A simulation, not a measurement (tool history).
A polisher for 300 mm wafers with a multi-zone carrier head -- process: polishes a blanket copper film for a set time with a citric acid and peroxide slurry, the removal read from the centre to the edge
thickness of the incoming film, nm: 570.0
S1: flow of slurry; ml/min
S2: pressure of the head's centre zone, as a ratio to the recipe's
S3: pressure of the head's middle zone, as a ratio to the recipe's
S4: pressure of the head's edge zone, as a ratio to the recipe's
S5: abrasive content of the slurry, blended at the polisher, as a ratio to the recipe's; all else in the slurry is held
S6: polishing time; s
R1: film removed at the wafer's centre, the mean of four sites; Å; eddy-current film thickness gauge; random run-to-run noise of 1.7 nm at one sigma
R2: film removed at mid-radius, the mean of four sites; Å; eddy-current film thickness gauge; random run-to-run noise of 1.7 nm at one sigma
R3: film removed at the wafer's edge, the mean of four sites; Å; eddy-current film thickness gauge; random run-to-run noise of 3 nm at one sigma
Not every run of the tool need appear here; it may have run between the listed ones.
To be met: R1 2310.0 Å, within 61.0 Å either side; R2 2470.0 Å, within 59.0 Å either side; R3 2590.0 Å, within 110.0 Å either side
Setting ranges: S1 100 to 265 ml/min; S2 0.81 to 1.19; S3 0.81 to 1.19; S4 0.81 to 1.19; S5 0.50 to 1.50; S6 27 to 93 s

Run 1, hour 0.0: S1 170 ml/min, S2 1.00, S3 1.00, S4 1.00, S5 1.00, S6 59 s. Result: R1 2118.8 Å, R2 2085.7 Å, R3 2080.9 Å.
Run 2, hour 6.9: S1 170 ml/min, S2 1.00, S3 1.00, S4 0.92, S5 1.00, S6 59 s. Result: R1 2119.6 Å, R2 2093.8 Å, R3 2013.6 Å.
Run 3, hour 8.3: S1 170 ml/min, S2 1.00, S3 1.00, S4 0.92, S5 1.00, S6 67 s. Result: R1 2408.2 Å, R2 2391.3 Å, R3 2306.3 Å.
Run 4, hour 15.2: S1 140 ml/min, S2 1.00, S3 1.00, S4 0.92, S5 1.00, S6 67 s. Result: R1 2322.3 Å, R2 2281.1 Å, R3 2195.8 Å.
Run 5, hour 17.1: S1 140 ml/min, S2 1.00, S3 1.00, S4 0.92, S5 1.00, S6 62 s. Result: R1 2132.5 Å, R2 2091.1 Å, R3 2081.0 Å.
Run 6, hour 25.1: S1 140 ml/min, S2 1.00, S3 1.08, S4 0.92, S5 1.00, S6 62 s. Result: R1 2114.9 Å, R2 2212.7 Å, R3 2092.7 Å.
Run 7, hour 31.6: S1 150 ml/min, S2 0.99, S3 1.08, S4 0.97, S5 1.05, S6 62 s. Result: R1 2181.3 Å, R2 2310.0 Å, R3 2153.8 Å.
Run 8, hour 35.6: S1 150 ml/min, S2 0.99, S3 1.08, S4 0.97, S5 1.05, S6 62 s. Result: R1 2149.9 Å, R2 2292.0 Å, R3 2191.3 Å.
Run 9, hour 41.7: S1 155 ml/min, S2 0.99, S3 1.07, S4 1.01, S5 1.10, S6 62 s. Result: R1 2223.1 Å, R2 2340.1 Å, R3 2286.9 Å.
Run 10, hour 50.4: S1 160 ml/min, S2 0.99, S3 1.07, S4 1.04, S5 1.10, S6 62 s. Result: R1 2226.6 Å, R2 2348.0 Å, R3 2359.6 Å.
Run 11, hour 58.4: S1 165 ml/min, S2 0.99, S3 1.07, S4 1.06, S5 1.10, S6 62 s. Result: R1 2218.7 Å, R2 2333.8 Å, R3 2321.2 Å.
Run 12, hour 64.8: S1 170 ml/min, S2 0.99, S3 1.07, S4 1.08, S5 1.15, S6 62 s. Result: R1 2295.2 Å, R2 2414.6 Å, R3 2381.0 Å.
Run 13, hour 68.0: S1 170 ml/min, S2 0.99, S3 1.07, S4 1.10, S5 1.15, S6 62 s. Result: R1 2263.7 Å, R2 2414.1 Å, R3 2435.0 Å.

Next run, 4 choices. One meets every target within its allowed miss, the rest don't. Which?
Run A, hour 71.2: S1 125 ml/min, S2 0.91, S3 1.04, S4 1.13, S5 1.20, S6 73 s. Result: R1 ?, R2 ?, R3 ?.
Run B, hour 71.2: S1 170 ml/min, S2 0.93, S3 1.06, S4 1.19, S5 1.00, S6 70 s. Result: R1 ?, R2 ?, R3 ?.
Run C, hour 71.2: S1 185 ml/min, S2 1.00, S3 1.15, S4 1.18, S5 1.05, S6 60 s. Result: R1 ?, R2 ?, R3 ?.
Run D, hour 71.2: S1 110 ml/min, S2 0.96, S3 1.04, S4 1.07, S5 1.20, S6 72 s. Result: R1 ?, R2 ?, R3 ?.

move      R1      R2      R3
   A  2327.8  2588.6  2762.3
   B  2351.2  2574.8  2722.8
   C  2235.1  2432.6  2376.8
   D  2322.4  2460.0  2583.6
A: moves the result that the last run missed by most past its target, out the other side
B: moves the result that the last run missed by most past its target, out the other side
C: further off than the last run
D: in spec on every target
Move D is the one to make.
